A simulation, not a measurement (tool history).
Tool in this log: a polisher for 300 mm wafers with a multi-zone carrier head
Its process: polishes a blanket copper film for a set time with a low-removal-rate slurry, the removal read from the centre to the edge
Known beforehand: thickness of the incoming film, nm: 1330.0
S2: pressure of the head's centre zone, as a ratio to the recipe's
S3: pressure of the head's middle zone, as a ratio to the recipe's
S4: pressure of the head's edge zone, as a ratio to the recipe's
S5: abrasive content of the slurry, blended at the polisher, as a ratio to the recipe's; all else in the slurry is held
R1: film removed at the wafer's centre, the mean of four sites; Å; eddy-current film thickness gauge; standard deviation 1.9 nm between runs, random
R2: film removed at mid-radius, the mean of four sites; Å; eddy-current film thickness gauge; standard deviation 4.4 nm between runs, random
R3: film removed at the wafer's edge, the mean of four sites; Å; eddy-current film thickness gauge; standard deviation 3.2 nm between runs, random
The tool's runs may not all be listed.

run 1 hour=0.0 | flow_of_slurry_(ml/min)=170 S2=1.00 S3=1.00 S4=1.00 S5=1.00 polishing_time_(s)=84 | R1=2809.4 R2=2765.1 R3=2869.3
run 2 hour=6.6 | flow_of_slurry_(ml/min)=170 S2=1.00 S3=1.00 S4=1.00 S5=1.00 polishing_time_(s)=66 | R1=2209.4 R2=2195.9 R3=2257.3
run 3 hour=13.2 | flow_of_slurry_(ml/min)=170 S2=1.00 S3=1.00 S4=1.00 S5=1.00 polishing_time_(s)=52 | R1=1757.3 R2=1756.0 R3=1753.2
run 4 hour=20.2 | flow_of_slurry_(ml/min)=170 S2=1.00 S3=1.00 S4=1.00 S5=1.20 polishing_time_(s)=52 | R1=1869.7 R2=1816.9 R3=1912.4
run 5 hour=22.0 | flow_of_slurry_(ml/min)=215 S2=1.00 S3=1.00 S4=1.00 S5=1.20 polishing_time_(s)=52 | R1=1946.1 R2=1850.8 R3=1951.2
run 6 hour=25.5 | flow_of_slurry_(ml/min)=215 S2=0.93 S3=1.00 S4=1.00 S5=1.20 polishing_time_(s)=52 | R1=1805.4 R2=1927.6 R3=1955.8
run 7 hour=27.5 | flow_of_slurry_(ml/min)=230 S2=0.90 S3=1.10 S4=1.10 S5=1.45 polishing_time_(s)=74 | R1=2645.3 R2=3150.2 R3=3078.3
run 8 hour=32.3 | flow_of_slurry_(ml/min)=180 S2=0.87 S3=1.10 S4=1.00 S5=1.45 polishing_time_(s)=74 | R1=2491.1 R2=3054.2 R3=2884.1
run 9 hour=35.1 | flow_of_slurry_(ml/min)=175 S2=0.87 S3=1.10 S4=0.99 S5=1.45 polishing_time_(s)=74 | R1=2501.9 R2=3089.3 R3=2829.1

For run 10, what comes out?
run 10 hour=35.8 | flow_of_slurry_(ml/min)=170 S2=0.86 S3=1.09 S4=0.99 S5=1.45 polishing_time_(s)=74 | R1=? R2=? R3=?

{"run 10": {"R1": 2413.5, "R2": 2952.6, "R3": 2790.3}}
